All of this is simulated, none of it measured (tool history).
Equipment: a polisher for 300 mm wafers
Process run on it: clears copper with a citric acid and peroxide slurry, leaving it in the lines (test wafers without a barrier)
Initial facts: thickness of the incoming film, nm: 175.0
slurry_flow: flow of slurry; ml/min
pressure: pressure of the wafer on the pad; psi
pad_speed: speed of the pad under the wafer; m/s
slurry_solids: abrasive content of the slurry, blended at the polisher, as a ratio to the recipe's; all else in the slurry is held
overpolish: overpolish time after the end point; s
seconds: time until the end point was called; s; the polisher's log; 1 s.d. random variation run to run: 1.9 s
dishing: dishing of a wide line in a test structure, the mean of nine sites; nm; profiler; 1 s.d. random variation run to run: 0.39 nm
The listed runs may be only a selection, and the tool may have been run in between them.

run  hour  slurry_flow  pressure  pad_speed  slurry_solids  overpolish  seconds  dishing
  1   0.0          195       2.6       0.82           1.00          22   94.032   28.295
  2   6.1          195       2.6       0.82           1.20          22   89.220   28.263
  3  12.7          195       2.3       0.82           1.20          21   99.239   24.845
  4  15.6          195       2.1       0.82           1.20          20  109.640   21.748
  5  17.7          195       2.1       0.82           1.05          20  114.160   21.205
  6  22.2          195       2.0       0.82           1.05          20  116.870   20.575
  7  27.3          195       1.9       0.82           1.05          20  126.250   20.131

Run 8, settings as shown, results not yet in. Your forecast:
  8  33.7          195       1.9       0.82           1.05          20        ?        ?

For run 8 the tool returned seconds 121.540 s, dishing 19.430 nm.

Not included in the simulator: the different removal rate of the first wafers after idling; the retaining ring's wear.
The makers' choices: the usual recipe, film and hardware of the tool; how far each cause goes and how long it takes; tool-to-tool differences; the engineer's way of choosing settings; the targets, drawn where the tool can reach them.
